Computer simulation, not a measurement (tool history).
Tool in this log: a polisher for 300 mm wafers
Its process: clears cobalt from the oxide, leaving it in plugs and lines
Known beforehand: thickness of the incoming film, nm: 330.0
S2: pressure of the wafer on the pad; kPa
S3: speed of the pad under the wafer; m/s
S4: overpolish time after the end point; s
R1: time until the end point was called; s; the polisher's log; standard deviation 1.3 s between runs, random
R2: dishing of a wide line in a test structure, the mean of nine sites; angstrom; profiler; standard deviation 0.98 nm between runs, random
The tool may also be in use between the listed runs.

{"run": 1, "hour": 0.0, "flow of slurry (ml/min)": 180, "S2": 12.4, "S3": 1.1, "S4": 24, "R1": 60.983, "R2": 578.28}
{"run": 2, "hour": 7.7, "flow of slurry (ml/min)": 180, "S2": 12.4, "S3": 1.28, "S4": 24, "R1": 55.508, "R2": 619.23}
{"run": 3, "hour": 11.0, "flow of slurry (ml/min)": 180, "S2": 11.7, "S3": 1.26, "S4": 24, "R1": 58.302, "R2": 571.83}
{"run": 4, "hour": 15.5, "flow of slurry (ml/min)": 180, "S2": 11.7, "S3": 1.38, "S4": 24, "R1": 54.03, "R2": 597.16}
{"run": 5, "hour": 23.6, "flow of slurry (ml/min)": 180, "S2": 11.7, "S3": 1.38, "S4": 32, "R1": 53.819, "R2": 660.53}
{"run": 6, "hour": 29.8, "flow of slurry (ml/min)": 180, "S2": 11.7, "S3": 1.38, "S4": 22, "R1": 54.253, "R2": 623.44}
{"run": 7, "hour": 33.5, "flow of slurry (ml/min)": 180, "S2": 11.0, "S3": 1.36, "S4": 23, "R1": 56.159, "R2": 589.22}
{"run": 8, "hour": 38.0, "flow of slurry (ml/min)": 180, "S2": 10.3, "S3": 1.32, "S4": 25, "R1": 61.973, "R2": 614.31}
{"run": 9, "hour": 40.4, "flow of slurry (ml/min)": 180, "S2": 9.7, "S3": 1.28, "S4": 23, "R1": 65.268, "R2": 575.22}
{"run": 10, "hour": 42.1, "flow of slurry (ml/min)": 180, "S2": 9.0, "S3": 1.26, "S4": 22, "R1": 68.959, "R2": 535.9}
{"run": 11, "hour": 43.1, "flow of slurry (ml/min)": 180, "S2": 8.3, "S3": 1.24, "S4": 22, "R1": 71.319, "R2": 508.66}
{"run": 12, "hour": 49.0, "flow of slurry (ml/min)": 180, "S2": 7.6, "S3": 1.22, "S4": 23, "R1": 77.112, "R2": 517.32}
{"run": 13, "hour": 57.1, "flow of slurry (ml/min)": 180, "S2": 7.6, "S3": 1.2, "S4": 23, "R1": 78.24, "R2": 517.11}
{"run": 14, "hour": 60.0, "flow of slurry (ml/min)": 180, "S2": 7.6, "S3": 1.18, "S4": 23, "R1": 78.4, "R2": 506.06}
{"run": 15, "hour": 66.5, "flow of slurry (ml/min)": 180, "S2": 7.6, "S3": 1.18, "S4": 23, "R1": 78.185, "R2": 527.93}

What will run 16 give?
{"run": 16, "hour": 67.3, "flow of slurry (ml/min)": 180, "S2": 7.6, "S3": 1.16, "S4": 23, "R1": "?", "R2": "?"}

R1: 78.451 s
R2: 498.06 angstrom
